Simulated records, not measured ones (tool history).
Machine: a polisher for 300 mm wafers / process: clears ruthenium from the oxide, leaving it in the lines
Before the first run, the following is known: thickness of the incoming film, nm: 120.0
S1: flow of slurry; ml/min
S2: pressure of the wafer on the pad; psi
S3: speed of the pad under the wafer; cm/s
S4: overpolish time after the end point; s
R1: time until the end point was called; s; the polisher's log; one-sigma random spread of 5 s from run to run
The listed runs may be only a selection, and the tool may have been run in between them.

{"run": 1, "hour": 0.0, "S1": 140, "S2": 1.6, "S3": 124, "S4": 11, "R1": 132.72}
{"run": 2, "hour": 6.8, "S1": 140, "S2": 1.4, "S3": 122, "S4": 11, "R1": 151.74}
{"run": 3, "hour": 8.4, "S1": 140, "S2": 1.3, "S3": 120, "S4": 11, "R1": 167.48}
{"run": 4, "hour": 10.9, "S1": 140, "S2": 1.2, "S3": 118, "S4": 11, "R1": 186.81}
{"run": 5, "hour": 18.7, "S1": 140, "S2": 1.1, "S3": 118, "S4": 11, "R1": 200.05}
{"run": 6, "hour": 22.5, "S1": 140, "S2": 1.5, "S3": 118, "S4": 11, "R1": 149.89}
{"run": 7, "hour": 24.2, "S1": 140, "S2": 1.4, "S3": 116, "S4": 11, "R1": 156.9}

Run 8, settings as shown, results not yet in. Your forecast:
{"run": 8, "hour": 31.0, "S1": 135, "S2": 0.9, "S3": 94, "S4": 11, "R1": "?"}

{"run 8": {"R1": 280.28}}
